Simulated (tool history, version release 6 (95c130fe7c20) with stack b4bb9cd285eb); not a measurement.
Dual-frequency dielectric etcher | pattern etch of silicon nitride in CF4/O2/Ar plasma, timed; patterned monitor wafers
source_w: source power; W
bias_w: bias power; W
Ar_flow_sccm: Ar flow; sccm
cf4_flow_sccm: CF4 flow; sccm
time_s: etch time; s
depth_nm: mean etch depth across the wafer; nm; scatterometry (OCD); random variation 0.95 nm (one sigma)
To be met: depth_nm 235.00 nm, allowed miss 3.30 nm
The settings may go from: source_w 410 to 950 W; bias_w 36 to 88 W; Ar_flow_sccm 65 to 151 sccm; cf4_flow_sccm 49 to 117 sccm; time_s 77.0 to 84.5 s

run	hour	source_w	bias_w	Ar_flow_sccm	cf4_flow_sccm	time_s	depth_nm
1	0.0	680	62	108	83	84.5	205.44
2	4.3	680	62	108	83	84.5	205.30
3	8.0	680	58	108	83	84.5	200.79
4	16.6	700	58	108	83	84.5	206.67
5	19.2	700	58	108	76	84.5	206.47
# hour 23.4: CF4 flow controller replaced
6	23.4	700	58	118	76	84.5	203.09
7	32.1	720	58	118	76	84.5	207.61
8	35.2	720	58	118	76	84.5	206.95

Which of these 5 next moves meets every target?
A	38.3	640	61	102	69	83.0	?
B	38.3	660	64	125	80	79.0	?
C	38.3	730	75	91	81	84.5	?
D	38.3	730	58	110	73	80.5	?
E	38.3	590	55	109	78	84.5	?

move	depth_nm
A	191.87
B	186.94
C	235.12
D	200.89
E	179.12
A: further off than the last run
B: further off than the last run
C: meets every target
D: further off than the last run
E: further off than the last run
Answer: C

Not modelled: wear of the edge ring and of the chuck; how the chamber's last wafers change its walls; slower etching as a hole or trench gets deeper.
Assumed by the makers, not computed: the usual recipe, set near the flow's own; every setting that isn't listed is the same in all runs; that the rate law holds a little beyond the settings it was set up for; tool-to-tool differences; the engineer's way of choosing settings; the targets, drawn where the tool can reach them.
